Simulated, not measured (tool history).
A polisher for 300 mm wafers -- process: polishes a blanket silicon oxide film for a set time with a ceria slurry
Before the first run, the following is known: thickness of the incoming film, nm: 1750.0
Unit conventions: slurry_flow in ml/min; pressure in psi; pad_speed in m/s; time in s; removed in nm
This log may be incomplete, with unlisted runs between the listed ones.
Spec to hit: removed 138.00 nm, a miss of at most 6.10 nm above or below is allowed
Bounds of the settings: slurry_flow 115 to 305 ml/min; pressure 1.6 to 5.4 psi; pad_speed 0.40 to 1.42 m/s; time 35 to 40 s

run	hour	slurry_flow	pressure	pad_speed	time	removed
1	0.0	195	3.5	0.90	40	212.12
2	1.6	195	3.2	0.90	40	199.08
3	8.3	195	2.7	0.90	40	180.21
4	14.6	195	2.7	0.90	40	176.36
5	17.9	195	2.5	0.90	40	167.23
6	25.5	195	2.3	0.90	40	158.80
7	28.9	190	1.7	0.88	40	128.13
8	35.1	190	1.7	0.88	40	125.60

Which of these 5 next moves meets every target?
A	41.3	145	1.8	1.08	37	?
B	41.3	115	1.9	0.94	35	?
C	41.3	200	1.8	0.78	38	?
D	41.3	155	1.6	0.84	40	?
E	41.3	240	1.6	0.86	36	?

move	removed
A	135.39
B	111.46
C	112.39
D	112.29
E	110.05
A: meets every target
B: the biggest miss grows against the last run
C: the biggest miss grows against the last run
D: the biggest miss grows against the last run
E: the biggest miss grows against the last run
The right move is A.

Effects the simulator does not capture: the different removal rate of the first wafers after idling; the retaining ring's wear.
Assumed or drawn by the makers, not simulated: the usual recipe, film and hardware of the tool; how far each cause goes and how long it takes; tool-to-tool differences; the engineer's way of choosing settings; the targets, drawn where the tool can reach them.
